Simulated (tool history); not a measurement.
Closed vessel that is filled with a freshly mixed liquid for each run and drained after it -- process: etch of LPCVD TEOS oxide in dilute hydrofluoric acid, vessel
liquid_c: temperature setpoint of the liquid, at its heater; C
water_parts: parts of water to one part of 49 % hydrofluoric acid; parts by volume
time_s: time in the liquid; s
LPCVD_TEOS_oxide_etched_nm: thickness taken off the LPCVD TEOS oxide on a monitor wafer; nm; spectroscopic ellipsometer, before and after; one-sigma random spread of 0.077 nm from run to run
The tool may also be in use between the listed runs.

Run 1, hour 0: liquid_c 25 C, water_parts 125 parts by volume, time_s 70 s. Result: LPCVD_TEOS_oxide_etched_nm 14.25 nm.
Run 2, hour 8.8: liquid_c 25 C, water_parts 80 parts by volume, time_s 70 s. Result: LPCVD_TEOS_oxide_etched_nm 23.385 nm.
Run 3, hour 10.2: liquid_c 23 C, water_parts 80 parts by volume, time_s 70 s. Result: LPCVD_TEOS_oxide_etched_nm 21.62 nm.
Run 4, hour 14.9: liquid_c 23 C, water_parts 105 parts by volume, time_s 70 s. Result: LPCVD_TEOS_oxide_etched_nm 16.025 nm.
Run 5, hour 16.5: liquid_c 23 C, water_parts 105 parts by volume, time_s 70 s. Result: LPCVD_TEOS_oxide_etched_nm 16.032 nm.
Run 6, hour 17.2: liquid_c 20.5 C, water_parts 105 parts by volume, time_s 70 s. Result: LPCVD_TEOS_oxide_etched_nm 14.567 nm.
Run 7, hour 20.6: liquid_c 22 C, water_parts 105 parts by volume, time_s 70 s. Result: LPCVD_TEOS_oxide_etched_nm 15.477 nm.
Run 8, hour 24.1: liquid_c 23 C, water_parts 105 parts by volume, time_s 70 s. Result: LPCVD_TEOS_oxide_etched_nm 15.992 nm.

Run 9 comes next. What will it give?
Run 9, hour 28: liquid_c 23.5 C, water_parts 105 parts by volume, time_s 70 s. Result: LPCVD_TEOS_oxide_etched_nm ?.

Logged for run 9: LPCVD_TEOS_oxide_etched_nm 16.387 nm.

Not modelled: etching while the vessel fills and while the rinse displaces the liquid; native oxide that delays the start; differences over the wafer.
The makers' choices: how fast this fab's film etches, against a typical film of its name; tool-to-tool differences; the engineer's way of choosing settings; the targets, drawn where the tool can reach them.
